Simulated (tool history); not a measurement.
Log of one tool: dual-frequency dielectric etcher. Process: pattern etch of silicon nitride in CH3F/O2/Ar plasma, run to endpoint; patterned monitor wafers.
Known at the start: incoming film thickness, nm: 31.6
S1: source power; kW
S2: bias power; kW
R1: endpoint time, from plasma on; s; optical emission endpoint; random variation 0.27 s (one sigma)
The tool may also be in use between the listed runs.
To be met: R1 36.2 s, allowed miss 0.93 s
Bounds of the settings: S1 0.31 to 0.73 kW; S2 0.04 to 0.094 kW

run 1 hour=0 | S1=0.52 S2=0.067 | R1=42.552
run 2 hour=0.9 | S1=0.48 S2=0.067 | R1=43.674
run 3 hour=5.1 | S1=0.52 S2=0.069 | R1=42.589
run 4 hour=8.1 | S1=0.56 S2=0.073 | R1=39.901
run 5 hour=12.7 | S1=0.58 S2=0.074 | R1=38.857
run 6 hour=14.1 | S1=0.59 S2=0.075 | R1=37.942
run 7 hour=22.5 | S1=0.6 S2=0.075 | R1=38.592
run 8 hour=30.9 | S1=0.61 S2=0.076 | R1=37.875
run 9 hour=37.4 | S1=0.62 S2=0.076 | R1=37.585

Which of these 4 next moves meets every target?
run A hour=43.9 | S1=0.6 S2=0.078 | R1=?
run B hour=43.9 | S1=0.56 S2=0.078 | R1=?
run C hour=43.9 | S1=0.58 S2=0.091 | R1=?
run D hour=43.9 | S1=0.62 S2=0.071 | R1=?

move=A R1=37.867
move=B R1=38.869
move=C R1=35.997
move=D R1=38.856
A: further off than the last run
B: further off than the last run
C: meets every target
D: further off than the last run
The right move is C.
